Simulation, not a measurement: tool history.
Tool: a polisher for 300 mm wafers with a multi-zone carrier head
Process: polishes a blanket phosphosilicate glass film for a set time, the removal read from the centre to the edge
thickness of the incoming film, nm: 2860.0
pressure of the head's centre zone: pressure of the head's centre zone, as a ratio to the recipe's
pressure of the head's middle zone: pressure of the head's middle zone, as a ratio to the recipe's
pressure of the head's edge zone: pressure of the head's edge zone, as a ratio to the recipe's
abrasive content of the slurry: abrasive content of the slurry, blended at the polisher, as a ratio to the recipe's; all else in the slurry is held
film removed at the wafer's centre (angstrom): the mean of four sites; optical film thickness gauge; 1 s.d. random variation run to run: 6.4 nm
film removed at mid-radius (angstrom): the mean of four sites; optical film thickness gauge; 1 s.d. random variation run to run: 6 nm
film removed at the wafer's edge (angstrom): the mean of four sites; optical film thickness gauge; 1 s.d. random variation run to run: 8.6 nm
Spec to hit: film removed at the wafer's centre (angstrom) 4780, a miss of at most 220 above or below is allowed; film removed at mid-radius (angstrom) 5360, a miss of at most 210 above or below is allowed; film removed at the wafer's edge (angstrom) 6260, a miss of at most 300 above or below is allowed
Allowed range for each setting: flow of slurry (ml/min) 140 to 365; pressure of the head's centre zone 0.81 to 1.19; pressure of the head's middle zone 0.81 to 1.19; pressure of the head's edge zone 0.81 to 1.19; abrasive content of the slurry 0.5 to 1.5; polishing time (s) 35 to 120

run	hour	flow of slurry (ml/min)	pressure of the head's centre zone	pressure of the head's middle zone	pressure of the head's edge zone	abrasive content of the slurry	polishing time (s)	film removed at the wafer's centre (angstrom)	film removed at mid-radius (angstrom)	film removed at the wafer's edge (angstrom)
1	0	235	1	1	1	1	77	7711.2	7798.9	7798.9
2	4.7	235	1	1	1	1	58	5770	5906.8	5713.6
3	11.2	235	1	1	1	1	69	6851.9	7182.5	7005.8
4	15.7	225	0.95	0.96	1.02	0.95	69	6266.3	6521	6578.7
5	23.9	225	0.95	0.96	1.02	0.95	56	5054.8	5279.6	5430.4
6	27.7	205	0.95	0.96	1.02	0.95	56	4952.2	5196.2	5426.4
7	33.7	190	0.94	0.96	1.05	1	56	4934	5286.4	5615.1
8	41	175	0.93	0.96	1.08	1.05	56	4989.6	5392.8	5962.8
9	46.9	170	0.92	0.96	1.1	1.05	56	4963.5	5412.1	5827.3

Which of these 4 next moves meets every target?
A	52.8	185	0.9	1.02	1.08	1.05	53	?	?	?
B	52.8	185	0.95	0.99	1.09	0.9	58	?	?	?
C	52.8	170	0.82	0.88	1.08	1.15	57	?	?	?
D	52.8	150	1.01	0.97	1.03	1.05	56	?	?	?

move	film removed at the wafer's centre (angstrom)	film removed at mid-radius (angstrom)	film removed at the wafer's edge (angstrom)
A	4631.2	5340.6	5448.6
B	4857.9	5172.3	5440.5
C	4681.5	5257.9	6103.6
D	5248.4	5189.5	5462.9
A: further off than the last run
B: further off than the last run
C: hits every target within its allowed miss
D: further off than the last run
Move C is the one to make.
